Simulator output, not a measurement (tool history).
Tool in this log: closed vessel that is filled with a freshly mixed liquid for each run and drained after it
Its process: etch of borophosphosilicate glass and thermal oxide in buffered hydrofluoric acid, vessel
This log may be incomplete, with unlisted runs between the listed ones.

run  hour  temperature setpoint of the liquid (°C)  parts of 40 % ammonium fluoride to one part of 49 % hydrofluoric acid (parts by volume)  time in the liquid (s)  thickness taken off the borophosphosilicate glass on a monitor wafer (nm)  thickness taken off the thermal oxide on a monitor wafer (nm)
  1   0.0                                     23.0                                                                                     19.5                      60                                                                     62.786                                                         34.263
  2   6.8                                     23.0                                                                                     15.0                      60                                                                     82.446                                                         43.760
  3  14.5                                     22.0                                                                                     15.5                      60                                                                     76.194                                                         40.110
  4  18.2                                     22.0                                                                                     17.5                      60                                                                     67.679                                                         35.497
  5  20.1                                     24.5                                                                                     17.5                      60                                                                     76.999                                                         41.579
  6  24.7                                     24.5                                                                                     17.5                      85                                                                    106.970                                                         57.889
  7  31.6                                     23.0                                                                                     19.0                      85                                                                     91.585                                                         49.008
  8  36.8                                     22.0                                                                                     20.0                      85                                                                     82.710                                                         43.639
  9  45.6                                     21.5                                                                                     21.0                      85                                                                     76.240                                                         41.587
 10  47.6                                     20.5                                                                                     21.5                      85                                                                     73.612                                                         38.439
 11  53.8                                     20.5                                                                                     21.5                      85                                                                     71.570                                                         39.062
 12  61.1                                     20.0                                                                                     22.0                      85                                                                     69.071                                                         36.661
 13  67.0                                     19.5                                                                                     23.0                      85                                                                     65.525                                                         34.456
 14  68.4                                     19.0                                                                                     24.0                      85                                                                     62.683                                                         32.830
 15  77.3                                     19.0                                                                                     25.0                      85                                                                     59.601                                                         32.195
 16  84.3                                     18.5                                                                                     25.5                      85                                                                     57.524                                                         31.091
 17  85.9                                     18.0                                                                                     26.0                      85                                                                     56.032                                                         29.424
 18  91.7                                     18.0                                                                                     26.5                      85                                                                     56.129                                                         29.683
 19  93.2                                     18.0                                                                                     27.0                      85                                                                     54.694                                                         28.699

Run 20 has not been measured yet. What should we expect?
 20  94.7                                     18.0                                                                                     27.5                      85                                                                          ?                                                              ?

For run 20 the tool returned thickness taken off the borophosphosilicate glass on a monitor wafer (nm) 53.369, thickness taken off the thermal oxide on a monitor wafer (nm) 28.549.
